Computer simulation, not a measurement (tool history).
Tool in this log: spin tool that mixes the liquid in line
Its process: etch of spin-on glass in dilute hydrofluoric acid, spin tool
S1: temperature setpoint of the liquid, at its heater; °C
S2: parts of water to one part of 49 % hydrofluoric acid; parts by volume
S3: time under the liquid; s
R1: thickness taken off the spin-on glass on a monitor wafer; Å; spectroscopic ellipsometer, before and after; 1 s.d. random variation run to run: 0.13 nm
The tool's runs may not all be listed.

run 1 hour=0.0 | S1=26.0 S2=115 S3=15 | R1=87.155
run 2 hour=0.8 | S1=28.0 S2=100 S3=15 | R1=109.150
run 3 hour=3.3 | S1=29.5 S2=90 S3=15 | R1=128.950
run 4 hour=11.0 | S1=30.5 S2=85 S3=15 | R1=144.120
run 5 hour=15.3 | S1=31.5 S2=85 S3=15 | R1=148.340
run 6 hour=17.1 | S1=31.5 S2=85 S3=15 | R1=150.470
run 7 hour=18.1 | S1=32.0 S2=85 S3=15 | R1=151.800
run 8 hour=21.0 | S1=34.0 S2=70 S3=15 | R1=204.740

For run 9, what comes out?
run 9 hour=25.3 | S1=33.5 S2=70 S3=15 | R1=?

{"run 9": {"R1": 202.36}}
